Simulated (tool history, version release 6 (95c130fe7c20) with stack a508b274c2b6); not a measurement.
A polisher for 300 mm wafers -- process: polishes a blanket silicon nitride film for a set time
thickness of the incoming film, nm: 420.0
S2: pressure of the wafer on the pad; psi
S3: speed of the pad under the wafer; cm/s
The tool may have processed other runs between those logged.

{"run": 1, "hour": 0.0, "flow of slurry (ml/min)": 255, "S2": 3.8, "S3": 90, "polishing time (s)": 22, "film removed (angstrom)": 380.63}
{"run": 2, "hour": 2.4, "flow of slurry (ml/min)": 285, "S2": 3.8, "S3": 90, "polishing time (s)": 22, "film removed (angstrom)": 386.66}
{"run": 3, "hour": 2.9, "flow of slurry (ml/min)": 285, "S2": 2.9, "S3": 90, "polishing time (s)": 22, "film removed (angstrom)": 319.7}
{"run": 4, "hour": 9.4, "flow of slurry (ml/min)": 295, "S2": 3.3, "S3": 90, "polishing time (s)": 22, "film removed (angstrom)": 352.53}
{"run": 5, "hour": 12.3, "flow of slurry (ml/min)": 295, "S2": 3.3, "S3": 108, "polishing time (s)": 22, "film removed (angstrom)": 406.56}
{"run": 6, "hour": 18.3, "flow of slurry (ml/min)": 305, "S2": 3.5, "S3": 108, "polishing time (s)": 22, "film removed (angstrom)": 425.48}
{"run": 7, "hour": 21.6, "flow of slurry (ml/min)": 310, "S2": 3.7, "S3": 108, "polishing time (s)": 22, "film removed (angstrom)": 440.51}
{"run": 8, "hour": 30.3, "flow of slurry (ml/min)": 310, "S2": 3.8, "S3": 108, "polishing time (s)": 22, "film removed (angstrom)": 451.4}
{"run": 9, "hour": 32.7, "flow of slurry (ml/min)": 310, "S2": 3.9, "S3": 108, "polishing time (s)": 22, "film removed (angstrom)": 457.03}
{"run": 10, "hour": 39.2, "flow of slurry (ml/min)": 310, "S2": 4.0, "S3": 108, "polishing time (s)": 22, "film removed (angstrom)": 470.49}

Forecast run 11:
{"run": 11, "hour": 46.0, "flow of slurry (ml/min)": 310, "S2": 4.0, "S3": 108, "polishing time (s)": 22, "film removed (angstrom)": "?"}

{"run 11": {"film removed (angstrom)": 471.0}}
